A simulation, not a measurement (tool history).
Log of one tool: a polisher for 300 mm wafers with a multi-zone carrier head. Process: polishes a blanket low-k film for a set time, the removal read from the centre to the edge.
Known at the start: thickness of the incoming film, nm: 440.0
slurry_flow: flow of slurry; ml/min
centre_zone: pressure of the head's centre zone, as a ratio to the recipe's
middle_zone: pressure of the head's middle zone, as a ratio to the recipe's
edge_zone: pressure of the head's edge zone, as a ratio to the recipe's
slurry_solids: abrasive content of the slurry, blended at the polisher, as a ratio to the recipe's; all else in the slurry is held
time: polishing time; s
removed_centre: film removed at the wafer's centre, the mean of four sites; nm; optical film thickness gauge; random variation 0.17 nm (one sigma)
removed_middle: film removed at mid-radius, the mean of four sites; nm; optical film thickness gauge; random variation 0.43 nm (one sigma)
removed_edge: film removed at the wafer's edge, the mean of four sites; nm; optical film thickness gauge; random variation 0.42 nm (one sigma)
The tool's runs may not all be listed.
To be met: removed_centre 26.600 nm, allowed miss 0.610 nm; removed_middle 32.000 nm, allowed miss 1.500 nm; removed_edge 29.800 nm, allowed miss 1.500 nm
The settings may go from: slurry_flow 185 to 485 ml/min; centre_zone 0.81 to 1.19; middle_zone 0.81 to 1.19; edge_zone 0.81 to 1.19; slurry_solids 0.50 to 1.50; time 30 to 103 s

run  hour  slurry_flow  centre_zone  middle_zone  edge_zone  slurry_solids  time  removed_centre  removed_middle  removed_edge
  1   0.0          310         1.00         1.00       1.00           1.00    66          23.698          23.510        24.639
  2   0.7          310         1.00         1.00       1.00           1.00    60          21.836          21.927        21.982
  3   9.5          310         0.96         1.00       1.00           1.00    60          20.986          21.890        22.613
  4  18.4          315         0.96         1.05       1.03           1.15    60          22.517          23.915        24.111
  5  24.4          315         0.96         1.05       1.03           1.15    44          16.256          17.839        17.730
  6  28.1          320         0.94         1.09       1.04           1.25    50          18.729          20.798        20.780
  7  29.1          315         0.92         1.12       1.01           1.35    56          21.322          24.967        23.002
  8  33.7          315         0.91         1.14       1.03           1.40    59          22.280          26.939        24.719
  9  38.3          320         0.92         1.15       1.05           1.45    61          23.935          28.789        26.158
 10  40.6          330         0.93         1.16       1.08           1.45    62          24.170          28.340        27.180
 11  49.1          330         0.93         1.17       1.08           1.45    64          25.314          30.801        27.554

4 next moves are on the table. One of them brings every result within its allowed miss. Which?
  A  57.6          370         0.96         1.11       1.05           1.50    61               ?               ?             ?
  B  57.6          190         0.84         1.08       1.05           1.25    86               ?               ?             ?
  C  57.6          315         0.91         1.19       1.15           1.45    66               ?               ?             ?
  D  57.6          355         0.95         1.19       1.12           1.25    70               ?               ?             ?

move  removed_centre  removed_middle  removed_edge
   A          25.295          28.494        26.516
   B          28.606          35.087        33.831
   C          25.673          32.024        29.429
   D          26.995          32.540        29.448
A: further off than the last run
B: takes the result that was furthest off past its target
C: nearer than the last run, and not there yet
D: meets every target
Move D is the one to make.
